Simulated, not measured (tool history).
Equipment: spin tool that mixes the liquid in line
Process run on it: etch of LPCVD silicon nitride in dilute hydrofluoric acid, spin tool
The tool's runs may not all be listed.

run,hour,temperature setpoint of the liquid (K),parts of water to one part of 49 % hydrofluoric acid (parts by volume),time under the liquid (s),thickness taken off the LPCVD silicon nitride on a monitor wafer (angstrom)
1,0.0,294.15,65,100,6.7786
2,3.9,294.65,65,100,7.0476
3,8.4,297.15,65,100,8.3714
4,13.5,297.65,65,100,8.8506
5,21.1,298.15,65,100,8.9781
6,24.3,298.65,65,100,9.0964
7,29.6,299.15,65,100,9.1641
8,38.0,299.15,65,100,9.1819
9,44.6,299.65,65,100,9.8360

Run 10 has not been measured yet. What should we expect?
10,46.0,301.15,60,100,?

thickness taken off the LPCVD silicon nitride on a monitor wafer (angstrom): 11.5370

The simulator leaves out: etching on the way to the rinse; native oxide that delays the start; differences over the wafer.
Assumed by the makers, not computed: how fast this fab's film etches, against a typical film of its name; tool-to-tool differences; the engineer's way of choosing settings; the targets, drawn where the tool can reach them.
